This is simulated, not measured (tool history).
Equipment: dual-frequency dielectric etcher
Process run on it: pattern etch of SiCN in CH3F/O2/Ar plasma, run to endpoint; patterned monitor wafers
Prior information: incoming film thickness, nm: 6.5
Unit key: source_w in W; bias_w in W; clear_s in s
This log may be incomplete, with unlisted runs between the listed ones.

{"run": 1, "hour": 0.0, "source_w": 500, "bias_w": 83, "clear_s": 15.417}
{"run": 2, "hour": 1.4, "source_w": 470, "bias_w": 81, "clear_s": 15.776}
{"run": 3, "hour": 10.1, "source_w": 510, "bias_w": 81, "clear_s": 15.362}
{"run": 4, "hour": 16.5, "source_w": 470, "bias_w": 79, "clear_s": 15.775}
{"run": 5, "hour": 19.7, "source_w": 470, "bias_w": 87, "clear_s": 15.559}
{"run": 6, "hour": 25.4, "source_w": 430, "bias_w": 84, "clear_s": 16.081}

Expected results for the next run?
{"run": 7, "hour": 30.5, "source_w": 410, "bias_w": 82, "clear_s": "?"}

Run 7 produced clear_s 16.612 s.
